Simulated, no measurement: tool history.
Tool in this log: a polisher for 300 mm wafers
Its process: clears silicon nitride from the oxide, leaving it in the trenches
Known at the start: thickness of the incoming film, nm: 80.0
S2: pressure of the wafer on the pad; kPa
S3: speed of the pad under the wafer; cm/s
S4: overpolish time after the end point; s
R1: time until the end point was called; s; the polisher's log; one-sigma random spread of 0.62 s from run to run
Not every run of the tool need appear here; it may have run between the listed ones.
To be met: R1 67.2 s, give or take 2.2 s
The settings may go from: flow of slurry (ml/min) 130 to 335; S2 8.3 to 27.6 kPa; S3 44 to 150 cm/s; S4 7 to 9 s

Run 1, hour 0: flow of slurry (ml/min) 215, S2 17.9 kPa, S3 96 cm/s, S4 9 s. Result: R1 87.046 s.
Run 2, hour 2.4: flow of slurry (ml/min) 215, S2 17.9 kPa, S3 96 cm/s, S4 7 s. Result: R1 85.908 s.
Run 3, hour 6.3: flow of slurry (ml/min) 215, S2 17.9 kPa, S3 96 cm/s, S4 9 s. Result: R1 86.531 s.
Run 4, hour 9.2: flow of slurry (ml/min) 220, S2 19.3 kPa, S3 96 cm/s, S4 9 s. Result: R1 79.087 s.
Run 5, hour 11.2: flow of slurry (ml/min) 225, S2 20 kPa, S3 96 cm/s, S4 9 s. Result: R1 77.655 s.
Run 6, hour 14: flow of slurry (ml/min) 225, S2 17.2 kPa, S3 96 cm/s, S4 9 s. Result: R1 87.343 s.
Run 7, hour 22.3: flow of slurry (ml/min) 245, S2 18.6 kPa, S3 96 cm/s, S4 9 s. Result: R1 83.485 s.
Run 8, hour 30.8: flow of slurry (ml/min) 245, S2 20 kPa, S3 96 cm/s, S4 9 s. Result: R1 77.51 s.
Run 9, hour 31.9: flow of slurry (ml/min) 245, S2 20.7 kPa, S3 96 cm/s, S4 9 s. Result: R1 74.625 s.
Run 10, hour 33: flow of slurry (ml/min) 245, S2 21.4 kPa, S3 96 cm/s, S4 9 s. Result: R1 72.525 s.
Run 11, hour 33.8: flow of slurry (ml/min) 245, S2 22.1 kPa, S3 96 cm/s, S4 9 s. Result: R1 70.854 s.
Run 12, hour 41.5: flow of slurry (ml/min) 245, S2 22.1 kPa, S3 96 cm/s, S4 9 s. Result: R1 71.038 s.
At hour 49.5: head pressure recalibrated.
Run 13, hour 49.5: flow of slurry (ml/min) 245, S2 22.8 kPa, S3 96 cm/s, S4 9 s. Result: R1 75.766 s.
Run 14, hour 53: flow of slurry (ml/min) 260, S2 23.4 kPa, S3 96 cm/s, S4 9 s. Result: R1 72.116 s.

Pick the move, out of 4, that brings all results within their allowed miss; only one does.
Run A, hour 56.5: flow of slurry (ml/min) 275, S2 20.7 kPa, S3 102 cm/s, S4 8 s. Result: R1 ?.
Run B, hour 56.5: flow of slurry (ml/min) 290, S2 24.1 kPa, S3 102 cm/s, S4 7 s. Result: R1 ?.
Run C, hour 56.5: flow of slurry (ml/min) 220, S2 24.1 kPa, S3 96 cm/s, S4 9 s. Result: R1 ?.
Run D, hour 56.5: flow of slurry (ml/min) 265, S2 20 kPa, S3 106 cm/s, S4 9 s. Result: R1 ?.

move      R1
   A  76.684
   B  66.631
   C  72.554
   D  76.508
A: further off than the last run
B: all results land within tolerance of their targets
C: further off than the last run
D: further off than the last run
Correct choice: B, which meets every target
